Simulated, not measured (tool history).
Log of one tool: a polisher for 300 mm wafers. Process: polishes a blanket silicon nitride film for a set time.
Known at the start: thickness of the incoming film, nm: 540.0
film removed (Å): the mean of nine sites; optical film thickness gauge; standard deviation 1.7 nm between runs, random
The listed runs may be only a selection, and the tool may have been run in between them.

| run | hour | flow of slurry (ml/min) | pressure of the wafer on the pad (kPa) | speed of the pad under the wafer (m/s) | polishing time (s) | film removed (Å) |
|---|---|---|---|---|---|---|
| 1 | 0 | 210 | 27.6 | 0.98 | 63 | 1193.5 |
| 2 | 3 | 210 | 27.6 | 1.2 | 63 | 1403.7 |
| 3 | 10.7 | 180 | 27.6 | 1.2 | 63 | 1396.3 |
| 4 | 15.1 | 180 | 29 | 1.2 | 63 | 1429.8 |
| 5 | 19.6 | 210 | 29 | 1.2 | 63 | 1503.2 |
| 6 | 28.1 | 220 | 29 | 1.2 | 63 | 1474.9 |

Run 7 has not been measured yet. What should we expect?
| 7 | 35.6 | 220 | 29.6 | 1.2 | 63 | ? |

{"run 7": {"film removed (Å)": 1500}}
